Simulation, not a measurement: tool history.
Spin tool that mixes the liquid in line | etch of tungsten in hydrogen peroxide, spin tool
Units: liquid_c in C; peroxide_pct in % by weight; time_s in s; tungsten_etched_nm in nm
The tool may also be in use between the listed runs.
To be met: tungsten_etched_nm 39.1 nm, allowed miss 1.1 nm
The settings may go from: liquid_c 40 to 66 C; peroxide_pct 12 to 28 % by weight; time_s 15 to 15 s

run	hour	liquid_c	peroxide_pct	time_s	tungsten_etched_nm
1	0	56	19	15	23.358
2	6.9	58	19	15	26.282
3	13.6	58	16.5	15	24.491
4	19.5	64	16.5	15	34.229
5	24.1	64	16.5	15	34.84
6	25.4	64	16.5	15	34.327
7	27	64.5	16.5	15	35.174
8	32.4	65	16.5	15	36.449

Which of these 4 next moves meets every target?
A	37.8	63.5	22	15	?
B	37.8	63	16.5	15	?
C	37.8	65	15	15	?
D	37.8	65	16	15	?

move	tungsten_etched_nm
A	38.561
B	32.466
C	34.634
D	35.77
A: meets every target
B: further off than the last run
C: further off than the last run
D: further off than the last run
The right move is A.
